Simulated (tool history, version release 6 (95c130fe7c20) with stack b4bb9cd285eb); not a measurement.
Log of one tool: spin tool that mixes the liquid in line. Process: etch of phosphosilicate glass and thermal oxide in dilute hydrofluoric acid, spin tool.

run,hour,temperature setpoint of the liquid (K),parts of water to one part of 49 % hydrofluoric acid (parts by volume),time under the liquid (s),thickness taken off the phosphosilicate glass on a monitor wafer (Å),thickness taken off the thermal oxide on a monitor wafer (Å)
1,0,295.15,120,30,234.05,10.491
2,1.1,295.15,85,30,343.28,16.032
3,2.6,295.15,40,30,775.79,34.744
4,5.2,295.15,25,30,1252.6,53.097
5,7.9,294.15,45,30,656.11,28.39
6,16.9,293.15,55,30,507.94,21.047
7,23.9,292.65,65,30,417.94,19.159
8,25.4,292.15,70,30,374.67,16.931
9,26.5,291.65,75,30,342.76,14.412
10,34.8,291.65,125,30,196.31,8.3466

Run 11 comes next. What will it give?
11,36.4,291.15,125,30,?,?

{"run 11": {"thickness taken off the phosphosilicate glass on a monitor wafer (Å)": 187.75, "thickness taken off the thermal oxide on a monitor wafer (Å)": 8.4828}}
